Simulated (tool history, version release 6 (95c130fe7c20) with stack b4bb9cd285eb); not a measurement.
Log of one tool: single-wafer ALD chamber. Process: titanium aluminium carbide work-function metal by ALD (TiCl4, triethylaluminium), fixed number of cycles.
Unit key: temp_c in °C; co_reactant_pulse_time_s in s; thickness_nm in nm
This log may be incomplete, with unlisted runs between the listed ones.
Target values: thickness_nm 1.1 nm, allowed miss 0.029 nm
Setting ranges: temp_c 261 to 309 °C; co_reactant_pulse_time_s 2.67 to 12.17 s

Run 1, day 0: temp_c 285 °C, co_reactant_pulse_time_s 7.42 s. Result: thickness_nm 1.7387 nm.
Run 2, day 0.2: temp_c 285 °C, co_reactant_pulse_time_s 9.08 s. Result: thickness_nm 1.8129 nm.
Run 3, day 0.429: temp_c 281 °C, co_reactant_pulse_time_s 9.08 s. Result: thickness_nm 1.7814 nm.
Run 4, day 0.696: temp_c 276 °C, co_reactant_pulse_time_s 7.52 s. Result: thickness_nm 1.6668 nm.
Run 5, day 0.888: temp_c 269 °C, co_reactant_pulse_time_s 7.52 s. Result: thickness_nm 1.6133 nm.
Run 6, day 1.138: temp_c 267 °C, co_reactant_pulse_time_s 6.34 s. Result: thickness_nm 1.5201 nm.
Run 7, day 1.254: temp_c 266 °C, co_reactant_pulse_time_s 5.45 s. Result: thickness_nm 1.4284 nm.
Run 8, day 1.288: temp_c 266 °C, co_reactant_pulse_time_s 5.45 s. Result: thickness_nm 1.4288 nm.
Run 9, day 1.546: temp_c 265 °C, co_reactant_pulse_time_s 4.77 s. Result: thickness_nm 1.3197 nm.
Run 10, day 1.571: temp_c 264 °C, co_reactant_pulse_time_s 4.26 s. Result: thickness_nm 1.2184 nm.
Run 11, day 1.838: temp_c 261 °C, co_reactant_pulse_time_s 2.91 s. Result: thickness_nm 0.84557 nm.

Which single option among these 5 for the next run brings every result within its allowed miss of target? Just one does.
Run A, day 2.104: temp_c 270 °C, co_reactant_pulse_time_s 3.3 s. Result: thickness_nm ?.
Run B, day 2.104: temp_c 262 °C, co_reactant_pulse_time_s 4.06 s. Result: thickness_nm ?.
Run C, day 2.104: temp_c 261 °C, co_reactant_pulse_time_s 3.18 s. Result: thickness_nm ?.
Run D, day 2.104: temp_c 262 °C, co_reactant_pulse_time_s 4.41 s. Result: thickness_nm ?.
Run E, day 2.104: temp_c 262 °C, co_reactant_pulse_time_s 3.75 s. Result: thickness_nm ?.

move  thickness_nm
   A        1.0126
   B        1.1674
   C       0.93334
   D        1.2379
   E        1.0959
A: nearer the targets than the last run, but a result is still out of spec
B: moves the result that the last run missed by most past its target, out the other side
C: nearer the targets than the last run, but a result is still out of spec
D: moves the result that the last run missed by most past its target, out the other side
E: each result inside its tolerance
Go with E: it meets all targets.

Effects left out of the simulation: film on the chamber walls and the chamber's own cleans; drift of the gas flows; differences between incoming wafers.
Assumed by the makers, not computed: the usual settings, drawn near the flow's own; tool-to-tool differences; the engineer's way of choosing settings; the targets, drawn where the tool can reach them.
